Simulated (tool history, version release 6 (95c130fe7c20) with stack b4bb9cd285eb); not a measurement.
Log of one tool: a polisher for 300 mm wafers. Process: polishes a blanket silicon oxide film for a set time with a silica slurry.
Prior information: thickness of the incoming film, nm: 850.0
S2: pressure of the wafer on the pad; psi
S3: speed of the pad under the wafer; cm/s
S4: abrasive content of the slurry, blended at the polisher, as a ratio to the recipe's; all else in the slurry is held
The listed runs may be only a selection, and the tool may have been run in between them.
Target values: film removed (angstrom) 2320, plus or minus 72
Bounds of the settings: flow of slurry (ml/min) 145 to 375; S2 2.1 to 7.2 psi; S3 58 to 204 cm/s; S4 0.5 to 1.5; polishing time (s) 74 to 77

{"run": 1, "hour": 0.0, "flow of slurry (ml/min)": 240, "S2": 4.6, "S3": 130, "S4": 1, "polishing time (s)": 74, "film removed (angstrom)": 3427.9}
{"run": 2, "hour": 6.8, "flow of slurry (ml/min)": 205, "S2": 4.6, "S3": 130, "S4": 1, "polishing time (s)": 74, "film removed (angstrom)": 3322.2}
{"run": 3, "hour": 7.5, "flow of slurry (ml/min)": 200, "S2": 4.4, "S3": 130, "S4": 1, "polishing time (s)": 74, "film removed (angstrom)": 3197.2}
{"run": 4, "hour": 8.6, "flow of slurry (ml/min)": 200, "S2": 4.4, "S3": 130, "S4": 1, "polishing time (s)": 74, "film removed (angstrom)": 3204.2}
{"run": 5, "hour": 11.5, "flow of slurry (ml/min)": 200, "S2": 4.4, "S3": 130, "S4": 1.2, "polishing time (s)": 74, "film removed (angstrom)": 3427.6}
{"run": 6, "hour": 14.6, "flow of slurry (ml/min)": 200, "S2": 4.4, "S3": 130, "S4": 1.2, "polishing time (s)": 74, "film removed (angstrom)": 3409.5}
{"run": 7, "hour": 21.4, "flow of slurry (ml/min)": 200, "S2": 4.2, "S3": 130, "S4": 1.2, "polishing time (s)": 74, "film removed (angstrom)": 3293.9}
{"run": 8, "hour": 22.9, "flow of slurry (ml/min)": 200, "S2": 4, "S3": 130, "S4": 1.2, "polishing time (s)": 74, "film removed (angstrom)": 3134.5}
{"run": 9, "hour": 23.6, "flow of slurry (ml/min)": 200, "S2": 3.8, "S3": 130, "S4": 1.2, "polishing time (s)": 74, "film removed (angstrom)": 2965.6}
{"run": 10, "hour": 26.7, "flow of slurry (ml/min)": 200, "S2": 3.7, "S3": 130, "S4": 1.2, "polishing time (s)": 74, "film removed (angstrom)": 2947.1}
{"run": 11, "hour": 28.2, "flow of slurry (ml/min)": 195, "S2": 2.4, "S3": 128, "S4": 1.2, "polishing time (s)": 74, "film removed (angstrom)": 1871.1}
{"run": 12, "hour": 31.1, "flow of slurry (ml/min)": 200, "S2": 2.5, "S3": 128, "S4": 1.2, "polishing time (s)": 74, "film removed (angstrom)": 1942.3}
{"run": 13, "hour": 36.2, "flow of slurry (ml/min)": 200, "S2": 2.6, "S3": 128, "S4": 1.2, "polishing time (s)": 74, "film removed (angstrom)": 2048}
{"run": 14, "hour": 45.0, "flow of slurry (ml/min)": 205, "S2": 2.6, "S3": 128, "S4": 1.2, "polishing time (s)": 74, "film removed (angstrom)": 2047.4}
{"run": 15, "hour": 46.8, "flow of slurry (ml/min)": 215, "S2": 2.6, "S3": 128, "S4": 1.2, "polishing time (s)": 74, "film removed (angstrom)": 2096.7}
{"run": 16, "hour": 53.9, "flow of slurry (ml/min)": 220, "S2": 2.6, "S3": 128, "S4": 1.2, "polishing time (s)": 74, "film removed (angstrom)": 2085.2}
{"run": 17, "hour": 54.8, "flow of slurry (ml/min)": 230, "S2": 2.6, "S3": 128, "S4": 1.2, "polishing time (s)": 74, "film removed (angstrom)": 2055.2}
{"run": 18, "hour": 57.7, "flow of slurry (ml/min)": 230, "S2": 2.7, "S3": 128, "S4": 1.2, "polishing time (s)": 74, "film removed (angstrom)": 2137.6}
{"run": 19, "hour": 63.1, "flow of slurry (ml/min)": 240, "S2": 3.1, "S3": 128, "S4": 1.2, "polishing time (s)": 74, "film removed (angstrom)": 2495.1}
{"run": 20, "hour": 70.8, "flow of slurry (ml/min)": 235, "S2": 3.1, "S3": 128, "S4": 1.2, "polishing time (s)": 74, "film removed (angstrom)": 2450.8}
{"run": 21, "hour": 79.7, "flow of slurry (ml/min)": 230, "S2": 3.1, "S3": 128, "S4": 1.2, "polishing time (s)": 74, "film removed (angstrom)": 2478.3}
{"run": 22, "hour": 82.2, "flow of slurry (ml/min)": 225, "S2": 3.1, "S3": 128, "S4": 1.2, "polishing time (s)": 74, "film removed (angstrom)": 2456.8}
{"run": 23, "hour": 86.6, "flow of slurry (ml/min)": 220, "S2": 3.1, "S3": 128, "S4": 1.2, "polishing time (s)": 74, "film removed (angstrom)": 2457.3}
{"run": 24, "hour": 93.8, "flow of slurry (ml/min)": 215, "S2": 3.1, "S3": 128, "S4": 1.2, "polishing time (s)": 74, "film removed (angstrom)": 2438.7}
{"run": 25, "hour": 94.5, "flow of slurry (ml/min)": 210, "S2": 3.1, "S3": 128, "S4": 1.2, "polishing time (s)": 74, "film removed (angstrom)": 2417.9}
{"run": 26, "hour": 95.3, "flow of slurry (ml/min)": 210, "S2": 3.1, "S3": 128, "S4": 1.2, "polishing time (s)": 74, "film removed (angstrom)": 2461.6}
{"run": 27, "hour": 98.8, "flow of slurry (ml/min)": 205, "S2": 2.8, "S3": 128, "S4": 1.2, "polishing time (s)": 74, "film removed (angstrom)": 2222.4}

Exactly one of the 4 candidate moves below puts every result within its allowed miss. Which one?
{"run": "A", "hour": 102.3, "flow of slurry (ml/min)": 220, "S2": 2.8, "S3": 106, "S4": 1.25, "polishing time (s)": 77, "film removed (angstrom)": "?"}
{"run": "B", "hour": 102.3, "flow of slurry (ml/min)": 270, "S2": 2.8, "S3": 122, "S4": 1.15, "polishing time (s)": 74, "film removed (angstrom)": "?"}
{"run": "C", "hour": 102.3, "flow of slurry (ml/min)": 195, "S2": 2.7, "S3": 132, "S4": 1.15, "polishing time (s)": 77, "film removed (angstrom)": "?"}
{"run": "D", "hour": 102.3, "flow of slurry (ml/min)": 200, "S2": 4.2, "S3": 96, "S4": 0.75, "polishing time (s)": 77, "film removed (angstrom)": "?"}

move=A film_removed_(angstrom)=2037.8
move=B film_removed_(angstrom)=2147.5
move=C film_removed_(angstrom)=2187.4
move=D film_removed_(angstrom)=2295.8
A: misses by more than the last run did
B: misses by more than the last run did
C: misses by more than the last run did
D: hits every target within its allowed miss
Answer: D
